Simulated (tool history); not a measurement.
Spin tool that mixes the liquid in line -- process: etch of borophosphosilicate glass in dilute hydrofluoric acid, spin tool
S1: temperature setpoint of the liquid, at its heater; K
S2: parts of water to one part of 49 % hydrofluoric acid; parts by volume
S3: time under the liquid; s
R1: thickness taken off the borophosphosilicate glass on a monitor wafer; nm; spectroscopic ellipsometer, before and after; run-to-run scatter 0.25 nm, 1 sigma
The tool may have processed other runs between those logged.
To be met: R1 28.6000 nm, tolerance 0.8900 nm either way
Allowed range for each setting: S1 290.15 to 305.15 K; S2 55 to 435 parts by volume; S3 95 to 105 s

Run 1, hour 0.0: S1 297.15 K, S2 245 parts by volume, S3 95 s. Result: R1 13.9800 nm.
Run 2, hour 1.3: S1 297.15 K, S2 245 parts by volume, S3 105 s. Result: R1 15.5370 nm.
Run 3, hour 5.6: S1 297.15 K, S2 325 parts by volume, S3 105 s. Result: R1 10.9310 nm.
Run 4, hour 11.1: S1 295.65 K, S2 325 parts by volume, S3 105 s. Result: R1 10.4630 nm.
Run 5, hour 11.6: S1 296.65 K, S2 300 parts by volume, S3 105 s. Result: R1 12.0220 nm.
Run 6, hour 15.0: S1 296.65 K, S2 355 parts by volume, S3 105 s. Result: R1 9.4471 nm.
Run 7, hour 21.8: S1 297.65 K, S2 330 parts by volume, S3 105 s. Result: R1 10.9210 nm.
Run 8, hour 24.8: S1 298.65 K, S2 310 parts by volume, S3 105 s. Result: R1 12.4310 nm.
Run 9, hour 28.0: S1 299.65 K, S2 290 parts by volume, S3 105 s. Result: R1 14.0100 nm.
Run 10, hour 36.9: S1 300.15 K, S2 275 parts by volume, S3 105 s. Result: R1 15.0450 nm.

Below are 4 possible settings for the next run. Only one of them brings all results inside the allowed miss of their targets. Which is it?
Run A, hour 45.8: S1 301.15 K, S2 175 parts by volume, S3 105 s. Result: R1 ?.
Run B, hour 45.8: S1 302.15 K, S2 175 parts by volume, S3 105 s. Result: R1 ?.
Run C, hour 45.8: S1 300.65 K, S2 180 parts by volume, S3 105 s. Result: R1 ?.
Run D, hour 45.8: S1 300.15 K, S2 175 parts by volume, S3 105 s. Result: R1 ?.

move       R1
   A  27.5580
   B  28.5620
   C  26.1560
   D  26.5780
A: better than the last run, though not everything is in spec
B: all results land within tolerance of their targets
C: better than the last run, though not everything is in spec
D: better than the last run, though not everything is in spec
B meets every target.

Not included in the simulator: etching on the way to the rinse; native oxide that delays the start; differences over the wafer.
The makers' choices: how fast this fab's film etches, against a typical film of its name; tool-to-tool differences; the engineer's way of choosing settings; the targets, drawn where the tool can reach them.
